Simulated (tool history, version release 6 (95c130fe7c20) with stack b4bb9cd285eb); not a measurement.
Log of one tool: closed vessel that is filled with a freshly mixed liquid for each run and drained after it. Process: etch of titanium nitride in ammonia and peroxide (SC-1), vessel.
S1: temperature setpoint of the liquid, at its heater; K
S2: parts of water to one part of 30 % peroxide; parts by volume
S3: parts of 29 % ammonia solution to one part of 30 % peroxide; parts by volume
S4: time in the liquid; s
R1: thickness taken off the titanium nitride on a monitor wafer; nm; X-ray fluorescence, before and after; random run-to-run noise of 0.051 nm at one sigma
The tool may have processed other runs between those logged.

| run | day | S1 | S2 | S3 | S4 | R1 |
|---|---|---|---|---|---|---|
| 1 | 0.000 | 324.15 | 27.5 | 0.95 | 270 | 12.8290 |
| 2 | 0.325 | 324.15 | 27.5 | 0.95 | 290 | 13.8130 |
| 3 | 0.471 | 324.15 | 27.5 | 0.95 | 290 | 13.8960 |
| 4 | 0.550 | 324.15 | 27.5 | 0.95 | 270 | 12.9210 |
|  | 0.654 | new drum of ammonia solution connected |
| 5 | 0.654 | 324.15 | 33.5 | 0.95 | 270 | 11.7330 |
| 6 | 0.725 | 324.15 | 33.5 | 0.95 | 270 | 11.8530 |

What does the tool deliver on the next run?
| 7 | 1.025 | 321.65 | 33.5 | 0.95 | 270 | ? |

{"run 7": {"R1": 9.8193}}

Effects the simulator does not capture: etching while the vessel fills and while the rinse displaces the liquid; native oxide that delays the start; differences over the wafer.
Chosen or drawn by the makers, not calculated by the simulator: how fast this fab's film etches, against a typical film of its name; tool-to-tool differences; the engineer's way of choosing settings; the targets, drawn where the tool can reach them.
